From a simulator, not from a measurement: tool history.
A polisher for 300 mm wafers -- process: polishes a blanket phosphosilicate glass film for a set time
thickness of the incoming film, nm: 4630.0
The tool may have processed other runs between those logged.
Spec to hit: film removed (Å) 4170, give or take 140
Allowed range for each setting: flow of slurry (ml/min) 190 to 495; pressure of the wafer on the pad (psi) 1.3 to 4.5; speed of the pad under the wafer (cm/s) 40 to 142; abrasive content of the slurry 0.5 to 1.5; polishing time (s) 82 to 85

run  hour  flow of slurry (ml/min)  pressure of the wafer on the pad (psi)  speed of the pad under the wafer (cm/s)  abrasive content of the slurry  polishing time (s)  film removed (Å)
  1     0                      320                                     2.9                                       90                               1                  82            5712.6
  2   4.2                      320                                     2.9                                       82                               1                  82            5229.2
  3     9                      320                                     2.7                                       82                               1                  82            5014.4
  4  15.5                      320                                     2.5                                       82                               1                  82            4560.3
  5  21.3                      320                                     2.4                                       82                               1                  82            4425.4
  6  28.5                      320                                       3                                       82                               1                  82            5497.2
  7  29.5                      320                                     2.7                                       82                               1                  82            4998.1
  8    34                      320                                     2.5                                       82                               1                  82            4547.1
  9  38.9                      320                                     2.4                                       82                               1                  82              4427

Of the 5 settings listed for the next run, only one would bring every result within its allowed miss of target. Which one?
  A  43.8                      385                                     3.8                                       66                             0.6                  85                 ?
  B  43.8                      340                                     2.3                                       82                            0.95                  82                 ?
  C  43.8                      340                                     2.4                                       66                            1.05                  82                 ?
  D  43.8                      285                                     2.2                                       72                             1.1                  82                 ?
  E  43.8                      380                                       2                                       86                               1                  82                 ?

move  film removed (Å)
   A            4885.7
   B            4196.4
   C            3935.7
   D              3852
   E            3917.8
A: the biggest miss grows against the last run
B: all results land within tolerance of their targets
C: pushes the last run's worst result past its target
D: pushes the last run's worst result past its target
E: pushes the last run's worst result past its target
The move that meets every target is B.
